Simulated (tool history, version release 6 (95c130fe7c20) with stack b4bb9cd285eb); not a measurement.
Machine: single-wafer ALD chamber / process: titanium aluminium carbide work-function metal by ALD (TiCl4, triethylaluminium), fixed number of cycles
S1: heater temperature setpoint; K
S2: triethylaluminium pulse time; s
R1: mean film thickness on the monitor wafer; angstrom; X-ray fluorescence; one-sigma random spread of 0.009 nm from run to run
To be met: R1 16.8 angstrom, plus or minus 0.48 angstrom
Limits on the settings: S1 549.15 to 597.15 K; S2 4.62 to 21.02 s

Run 1, day 0: S1 573.15 K, S2 12.82 s. Result: R1 18.977 angstrom.
Run 2, day 0.317: S1 566.15 K, S2 12.82 s. Result: R1 18.536 angstrom.
Run 3, day 0.442: S1 566.15 K, S2 10.21 s. Result: R1 17.903 angstrom.
Run 4, day 0.558: S1 577.15 K, S2 10.21 s. Result: R1 18.821 angstrom.
Run 5, day 0.808: S1 573.15 K, S2 9.31 s. Result: R1 18.199 angstrom.
Run 6, day 1.083: S1 584.15 K, S2 9.31 s. Result: R1 18.892 angstrom.
Run 7, day 1.425: S1 580.15 K, S2 8.27 s. Result: R1 18.16 angstrom.
Run 8, day 1.55: S1 578.15 K, S2 7.62 s. Result: R1 17.457 angstrom.

Of the 5 settings listed for the next run, only one would bring every result within its allowed miss of target. Which one?
Run A, day 1.675: S1 583.15 K, S2 8.03 s. Result: R1 ?.
Run B, day 1.675: S1 579.15 K, S2 9.61 s. Result: R1 ?.
Run C, day 1.675: S1 580.15 K, S2 7.78 s. Result: R1 ?.
Run D, day 1.675: S1 560.15 K, S2 8.41 s. Result: R1 ?.
Run E, day 1.675: S1 588.15 K, S2 7.25 s. Result: R1 ?.

move      R1
   A  18.347
   B  18.929
   C  17.941
   D      17
   E  17.985
A: its largest miss is bigger than the last run's
B: its largest miss is bigger than the last run's
C: its largest miss is bigger than the last run's
D: hits every target within its allowed miss
E: its largest miss is bigger than the last run's
D is the move that brings every result within its allowed miss.

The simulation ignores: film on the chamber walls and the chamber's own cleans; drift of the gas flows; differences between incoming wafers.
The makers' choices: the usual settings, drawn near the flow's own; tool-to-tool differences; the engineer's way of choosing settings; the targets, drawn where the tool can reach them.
